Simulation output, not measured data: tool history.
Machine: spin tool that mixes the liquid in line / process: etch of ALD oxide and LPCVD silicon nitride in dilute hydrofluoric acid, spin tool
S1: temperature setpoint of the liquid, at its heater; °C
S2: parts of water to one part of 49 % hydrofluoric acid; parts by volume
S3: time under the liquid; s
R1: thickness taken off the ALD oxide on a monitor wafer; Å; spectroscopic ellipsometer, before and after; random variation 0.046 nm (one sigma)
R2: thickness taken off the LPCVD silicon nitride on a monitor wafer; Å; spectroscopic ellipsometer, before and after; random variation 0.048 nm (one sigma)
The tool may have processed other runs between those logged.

run 1 hour=0 | S1=20 S2=180 S3=180 | R1=83.766 R2=3.9357
run 2 hour=5.8 | S1=20 S2=180 S3=235 | R1=108.63 R2=4.7473
run 3 hour=9.2 | S1=20 S2=180 S3=295 | R1=135.76 R2=7.0953
run 4 hour=12.2 | S1=19 S2=190 S3=295 | R1=122.9 R2=5.2686
run 5 hour=16.8 | S1=19 S2=190 S3=240 | R1=100.93 R2=5.2759
run 6 hour=21.8 | S1=19 S2=190 S3=170 | R1=71.143 R2=3.5074

Run 7, settings as shown, results not yet in. Your forecast:
run 7 hour=28.4 | S1=21 S2=190 S3=170 | R1=? R2=?

R1: 76.611 Å
R2: 3.9479 Å
